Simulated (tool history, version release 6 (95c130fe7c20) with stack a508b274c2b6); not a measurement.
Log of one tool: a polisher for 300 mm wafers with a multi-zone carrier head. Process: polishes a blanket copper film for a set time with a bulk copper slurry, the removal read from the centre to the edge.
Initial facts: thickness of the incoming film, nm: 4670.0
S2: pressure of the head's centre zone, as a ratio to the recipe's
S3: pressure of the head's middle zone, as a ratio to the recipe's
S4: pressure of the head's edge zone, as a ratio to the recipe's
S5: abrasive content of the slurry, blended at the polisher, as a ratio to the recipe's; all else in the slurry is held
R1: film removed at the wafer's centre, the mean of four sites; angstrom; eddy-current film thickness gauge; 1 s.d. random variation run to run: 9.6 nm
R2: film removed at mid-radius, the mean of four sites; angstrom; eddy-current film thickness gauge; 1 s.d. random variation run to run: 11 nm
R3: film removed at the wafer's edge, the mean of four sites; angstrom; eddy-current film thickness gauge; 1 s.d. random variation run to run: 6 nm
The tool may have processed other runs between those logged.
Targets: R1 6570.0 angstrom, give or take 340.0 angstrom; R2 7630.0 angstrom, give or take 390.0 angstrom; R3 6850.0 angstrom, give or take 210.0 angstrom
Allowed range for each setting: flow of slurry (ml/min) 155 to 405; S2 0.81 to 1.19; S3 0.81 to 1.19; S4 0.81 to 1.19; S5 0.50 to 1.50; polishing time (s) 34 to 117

Run 1, hour 0.0: flow of slurry (ml/min) 260, S2 1.00, S3 1.00, S4 1.00, S5 1.00, polishing time (s) 75. Result: R1 10394.0 angstrom, R2 10436.0 angstrom, R3 10524.0 angstrom.
Run 2, hour 4.6: flow of slurry (ml/min) 260, S2 1.06, S3 1.00, S4 1.00, S5 1.00, polishing time (s) 75. Result: R1 10594.0 angstrom, R2 10703.0 angstrom, R3 10464.0 angstrom.
Run 3, hour 5.5: flow of slurry (ml/min) 260, S2 1.06, S3 1.00, S4 1.00, S5 1.10, polishing time (s) 75. Result: R1 10991.0 angstrom, R2 10983.0 angstrom, R3 10829.0 angstrom.
Run 4, hour 6.6: flow of slurry (ml/min) 255, S2 1.03, S3 1.02, S4 0.99, S5 0.95, polishing time (s) 71. Result: R1 10039.0 angstrom, R2 10321.0 angstrom, R3 9762.6 angstrom.
Run 5, hour 10.5: flow of slurry (ml/min) 255, S2 1.03, S3 1.02, S4 0.99, S5 0.80, polishing time (s) 71. Result: R1 9702.3 angstrom, R2 9648.4 angstrom, R3 9502.9 angstrom.
Run 6, hour 18.0: flow of slurry (ml/min) 255, S2 1.03, S3 1.02, S4 0.99, S5 0.75, polishing time (s) 71. Result: R1 9547.3 angstrom, R2 9864.3 angstrom, R3 9358.4 angstrom.
Run 7, hour 26.9: flow of slurry (ml/min) 250, S2 0.99, S3 1.03, S4 0.98, S5 0.70, polishing time (s) 67. Result: R1 8258.7 angstrom, R2 8933.0 angstrom, R3 8596.6 angstrom.
Run 8, hour 28.2: flow of slurry (ml/min) 250, S2 0.98, S3 1.03, S4 0.95, S5 0.65, polishing time (s) 65. Result: R1 7913.3 angstrom, R2 8533.0 angstrom, R3 8231.3 angstrom.
Run 9, hour 29.1: flow of slurry (ml/min) 250, S2 0.98, S3 1.04, S4 0.93, S5 0.60, polishing time (s) 63. Result: R1 7853.0 angstrom, R2 8385.8 angstrom, R3 7767.7 angstrom.
Run 10, hour 35.3: flow of slurry (ml/min) 245, S2 0.96, S3 1.04, S4 0.91, S5 0.60, polishing time (s) 62. Result: R1 7472.5 angstrom, R2 8135.5 angstrom, R3 7648.0 angstrom.
Run 11, hour 36.5: flow of slurry (ml/min) 245, S2 0.95, S3 1.05, S4 0.90, S5 0.60, polishing time (s) 61. Result: R1 7155.3 angstrom, R2 8239.1 angstrom, R3 7475.2 angstrom.
Run 12, hour 38.4: flow of slurry (ml/min) 245, S2 0.94, S3 1.05, S4 0.89, S5 0.60, polishing time (s) 60. Result: R1 6979.1 angstrom, R2 7953.0 angstrom, R3 7212.8 angstrom.
Run 13, hour 46.7: flow of slurry (ml/min) 245, S2 0.93, S3 1.05, S4 0.88, S5 0.60, polishing time (s) 60. Result: R1 7090.4 angstrom, R2 8112.7 angstrom, R3 7222.0 angstrom.
Run 14, hour 51.0: flow of slurry (ml/min) 240, S2 0.92, S3 1.05, S4 0.87, S5 0.60, polishing time (s) 60. Result: R1 7057.6 angstrom, R2 8180.4 angstrom, R3 7236.5 angstrom.
Run 15, hour 55.9: flow of slurry (ml/min) 235, S2 0.89, S3 1.01, S4 0.84, S5 0.50, polishing time (s) 58. Result: R1 6224.5 angstrom, R2 7285.8 angstrom, R3 6590.1 angstrom.
Run 16, hour 56.7: flow of slurry (ml/min) 235, S2 0.89, S3 1.01, S4 0.84, S5 0.50, polishing time (s) 58. Result: R1 6198.5 angstrom, R2 7201.6 angstrom, R3 6698.4 angstrom.
Run 17, hour 57.8: flow of slurry (ml/min) 235, S2 0.89, S3 1.01, S4 0.84, S5 0.50, polishing time (s) 58. Result: R1 6066.6 angstrom, R2 7124.0 angstrom, R3 6631.8 angstrom.

Next run, 5 choices. One meets every target within its allowed miss, the rest don't. Which?
Run A, hour 58.9: flow of slurry (ml/min) 270, S2 0.90, S3 0.85, S4 0.89, S5 0.50, polishing time (s) 58. Result: R1 ?, R2 ?, R3 ?.
Run B, hour 58.9: flow of slurry (ml/min) 240, S2 0.86, S3 1.19, S4 0.91, S5 0.70, polishing time (s) 50. Result: R1 ?, R2 ?, R3 ?.
Run C, hour 58.9: flow of slurry (ml/min) 305, S2 1.02, S3 0.90, S4 0.85, S5 0.50, polishing time (s) 54. Result: R1 ?, R2 ?, R3 ?.
Run D, hour 58.9: flow of slurry (ml/min) 245, S2 0.81, S3 1.12, S4 0.81, S5 0.50, polishing time (s) 58. Result: R1 ?, R2 ?, R3 ?.
Run E, hour 58.9: flow of slurry (ml/min) 235, S2 0.89, S3 1.02, S4 0.81, S5 0.65, polishing time (s) 58. Result: R1 ?, R2 ?, R3 ?.

move      R1      R2      R3
   A  6506.5  6506.4  6957.1
   B  5637.1  7781.2  6310.3
   C  6851.6  6432.9  6423.8
   D  5881.8  8109.8  6625.3
   E  6615.4  7783.5  6908.0
A: meets the target for the result that was furthest off, but another lies outside its allowed miss
B: lands further from the targets than the last run did
C: meets the target for the result that was furthest off, but another lies outside its allowed miss
D: lands further from the targets than the last run did
E: every result lands within tolerance
The right move is E.
